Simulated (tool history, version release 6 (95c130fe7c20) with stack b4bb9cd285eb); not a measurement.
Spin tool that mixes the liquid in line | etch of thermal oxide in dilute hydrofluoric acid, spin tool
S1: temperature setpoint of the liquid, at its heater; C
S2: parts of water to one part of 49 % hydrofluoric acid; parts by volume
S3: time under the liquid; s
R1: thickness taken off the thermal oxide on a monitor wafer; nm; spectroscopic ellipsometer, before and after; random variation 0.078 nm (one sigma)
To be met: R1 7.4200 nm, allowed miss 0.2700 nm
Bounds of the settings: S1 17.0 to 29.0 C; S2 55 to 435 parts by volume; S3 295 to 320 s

{"run": 1, "day": 0.0, "S1": 21.0, "S2": 245, "S3": 295, "R1": 4.6494}
{"run": 2, "day": 0.371, "S1": 22.5, "S2": 235, "S3": 295, "R1": 4.9704}
{"run": 3, "day": 0.412, "S1": 23.5, "S2": 220, "S3": 295, "R1": 5.7321}
{"run": 4, "day": 0.5, "S1": 24.5, "S2": 215, "S3": 295, "R1": 6.1146}
{"run": 5, "day": 0.6, "S1": 25.5, "S2": 215, "S3": 295, "R1": 6.3293}
{"run": 6, "day": 0.821, "S1": 26.0, "S2": 215, "S3": 295, "R1": 6.4517}
{"day": 1.079, "done": "hydrofluoric acid flow meter replaced"}
{"run": 7, "day": 1.079, "S1": 26.5, "S2": 215, "S3": 295, "R1": 6.1815}
{"run": 8, "day": 1.167, "S1": 27.0, "S2": 210, "S3": 295, "R1": 6.4925}

Which of these 5 next moves meets every target?
{"run": "A", "day": 1.254, "S1": 26.0, "S2": 210, "S3": 320, "R1": "?"}
{"run": "B", "day": 1.254, "S1": 26.0, "S2": 185, "S3": 320, "R1": "?"}
{"run": "C", "day": 1.254, "S1": 28.5, "S2": 195, "S3": 320, "R1": "?"}
{"run": "D", "day": 1.254, "S1": 29.0, "S2": 215, "S3": 320, "R1": "?"}
{"run": "E", "day": 1.254, "S1": 27.0, "S2": 175, "S3": 300, "R1": "?"}

move=A R1=6.8506
move=B R1=7.9989
move=C R1=8.2048
move=D R1=7.3949
move=E R1=8.3182
A: nearer than the last run, and not there yet
B: takes the result that was furthest off past its target
C: takes the result that was furthest off past its target
D: meets every target
E: takes the result that was furthest off past its target
The right move is D.

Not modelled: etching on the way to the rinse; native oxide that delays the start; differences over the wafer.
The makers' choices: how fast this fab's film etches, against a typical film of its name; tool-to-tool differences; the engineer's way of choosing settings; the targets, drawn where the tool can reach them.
